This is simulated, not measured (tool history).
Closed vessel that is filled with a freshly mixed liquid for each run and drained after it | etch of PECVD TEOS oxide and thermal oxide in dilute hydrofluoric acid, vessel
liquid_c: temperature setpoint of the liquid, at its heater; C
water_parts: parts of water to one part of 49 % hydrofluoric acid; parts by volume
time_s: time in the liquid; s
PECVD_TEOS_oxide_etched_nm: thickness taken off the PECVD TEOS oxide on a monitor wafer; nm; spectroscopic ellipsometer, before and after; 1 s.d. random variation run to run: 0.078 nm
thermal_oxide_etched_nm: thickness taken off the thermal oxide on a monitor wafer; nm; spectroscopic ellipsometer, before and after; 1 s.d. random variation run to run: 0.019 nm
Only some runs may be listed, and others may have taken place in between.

Run 1, hour 0: liquid_c 25 C, water_parts 130 parts by volume, time_s 85 s. Result: PECVD_TEOS_oxide_etched_nm 11.342 nm, thermal_oxide_etched_nm 3.1827 nm.
Run 2, hour 3.5: liquid_c 23.5 C, water_parts 130 parts by volume, time_s 85 s. Result: PECVD_TEOS_oxide_etched_nm 10.462 nm, thermal_oxide_etched_nm 3.0358 nm.
Run 3, hour 7.4: liquid_c 25.5 C, water_parts 130 parts by volume, time_s 85 s. Result: PECVD_TEOS_oxide_etched_nm 11.361 nm, thermal_oxide_etched_nm 3.259 nm.
Run 4, hour 10.9: liquid_c 24 C, water_parts 130 parts by volume, time_s 85 s. Result: PECVD_TEOS_oxide_etched_nm 10.749 nm, thermal_oxide_etched_nm 3.1011 nm.
Run 5, hour 13.5: liquid_c 24 C, water_parts 160 parts by volume, time_s 85 s. Result: PECVD_TEOS_oxide_etched_nm 8.4028 nm, thermal_oxide_etched_nm 2.464 nm.
Run 6, hour 16.7: liquid_c 24 C, water_parts 160 parts by volume, time_s 70 s. Result: PECVD_TEOS_oxide_etched_nm 7.0266 nm, thermal_oxide_etched_nm 2.0332 nm.

Run 7 is up next; what results do you expect?
Run 7, hour 19.8: liquid_c 24.5 C, water_parts 160 parts by volume, time_s 70 s. Result: PECVD_TEOS_oxide_etched_nm ?, thermal_oxide_etched_nm ?.

Logged for run 7: PECVD_TEOS_oxide_etched_nm 7.0359 nm, thermal_oxide_etched_nm 2.0716 nm.

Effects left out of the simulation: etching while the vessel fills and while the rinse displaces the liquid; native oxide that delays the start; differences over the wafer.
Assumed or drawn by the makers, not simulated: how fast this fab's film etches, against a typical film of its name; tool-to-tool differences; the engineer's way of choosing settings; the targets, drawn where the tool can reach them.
